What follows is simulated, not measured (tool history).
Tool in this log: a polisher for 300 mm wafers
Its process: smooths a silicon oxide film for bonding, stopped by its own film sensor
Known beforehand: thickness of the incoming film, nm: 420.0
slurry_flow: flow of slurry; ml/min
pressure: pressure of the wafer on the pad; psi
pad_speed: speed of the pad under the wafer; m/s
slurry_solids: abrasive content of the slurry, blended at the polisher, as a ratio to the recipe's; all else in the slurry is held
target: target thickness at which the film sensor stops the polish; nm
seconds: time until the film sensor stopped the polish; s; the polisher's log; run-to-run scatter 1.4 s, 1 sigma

{"run": 1, "hour": 0.0, "slurry_flow": 130, "pressure": 2.3, "pad_speed": 0.86, "slurry_solids": 1.0, "target": 316, "seconds": 113.69}
{"run": 2, "hour": 8.7, "slurry_flow": 130, "pressure": 2.3, "pad_speed": 0.86, "slurry_solids": 0.85, "target": 316, "seconds": 119.18}
{"run": 3, "hour": 11.3, "slurry_flow": 105, "pressure": 2.3, "pad_speed": 0.86, "slurry_solids": 0.85, "target": 316, "seconds": 126.68}
{"run": 4, "hour": 18.9, "slurry_flow": 100, "pressure": 2.3, "pad_speed": 0.86, "slurry_solids": 0.85, "target": 316, "seconds": 130.85}
{"run": 5, "hour": 21.7, "slurry_flow": 95, "pressure": 2.3, "pad_speed": 0.86, "slurry_solids": 0.85, "target": 316, "seconds": 130.42}
{"run": 6, "hour": 30.7, "slurry_flow": 105, "pressure": 2.3, "pad_speed": 0.86, "slurry_solids": 0.85, "target": 316, "seconds": 123.75}

Run 7 has not been measured yet. What should we expect?
{"run": 7, "hour": 37.6, "slurry_flow": 100, "pressure": 2.3, "pad_speed": 0.86, "slurry_solids": 0.85, "target": 316, "seconds": "?"}

Run 7 gave seconds 127.60 s.

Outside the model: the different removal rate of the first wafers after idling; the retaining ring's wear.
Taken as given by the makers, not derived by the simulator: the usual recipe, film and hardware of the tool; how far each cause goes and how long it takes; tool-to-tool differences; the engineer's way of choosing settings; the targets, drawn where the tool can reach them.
